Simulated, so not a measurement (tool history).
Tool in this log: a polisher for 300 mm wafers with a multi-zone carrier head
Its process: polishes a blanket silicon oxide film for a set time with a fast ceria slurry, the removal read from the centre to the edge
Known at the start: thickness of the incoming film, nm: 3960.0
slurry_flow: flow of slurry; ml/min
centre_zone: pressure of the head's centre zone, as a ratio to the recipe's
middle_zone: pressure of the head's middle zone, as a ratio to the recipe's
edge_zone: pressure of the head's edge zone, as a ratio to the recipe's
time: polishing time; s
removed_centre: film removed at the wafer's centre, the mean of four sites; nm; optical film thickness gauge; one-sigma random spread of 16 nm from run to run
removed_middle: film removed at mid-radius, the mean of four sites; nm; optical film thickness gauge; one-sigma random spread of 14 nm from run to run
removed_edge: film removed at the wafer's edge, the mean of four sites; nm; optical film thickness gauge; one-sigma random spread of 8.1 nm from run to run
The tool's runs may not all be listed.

run	day	slurry_flow	centre_zone	middle_zone	edge_zone	time	removed_centre	removed_middle	removed_edge
1	0.000	190	1.00	1.00	1.00	53	852.73	869.03	889.82
2	0.079	190	1.00	1.00	1.00	42	674.65	680.46	711.33
3	0.154	200	1.00	1.00	1.04	48	773.35	783.68	828.40
4	0.462	200	1.00	1.03	1.04	48	764.23	806.82	828.49
5	0.638	210	1.01	1.03	1.08	52	833.53	861.08	909.66
6	0.983	215	1.02	1.03	1.10	55	928.87	916.35	979.01
7	1.075	220	1.01	1.04	1.12	57	910.96	988.14	1030.20

What will run 8 give?
8	1.246	240	1.10	0.99	1.19	66	?	?	?

Run 8 measured removed_centre 1193.40 nm, removed_middle 1083.30 nm, removed_edge 1235.10 nm.
